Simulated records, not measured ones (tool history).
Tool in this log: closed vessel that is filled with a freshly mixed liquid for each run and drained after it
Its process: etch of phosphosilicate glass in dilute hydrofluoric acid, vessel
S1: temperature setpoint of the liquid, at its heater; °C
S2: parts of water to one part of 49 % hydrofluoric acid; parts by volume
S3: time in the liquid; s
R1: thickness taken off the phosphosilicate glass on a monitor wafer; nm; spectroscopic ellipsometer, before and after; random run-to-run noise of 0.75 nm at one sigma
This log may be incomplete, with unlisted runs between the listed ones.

run	hour	S1	S2	S3	R1
1	0	25	105	100	107.17
2	2.6	24	105	100	103.27
3	11.3	25.5	105	100	106.39
4	18.6	24.5	105	100	105.14
5	22.7	27	105	100	116.07
6	24.1	27	105	110	125.11
7	27.6	25	105	110	117.39

What does the tool deliver on the next run?
8	32	21	110	110	?

R1: 93.858 nm
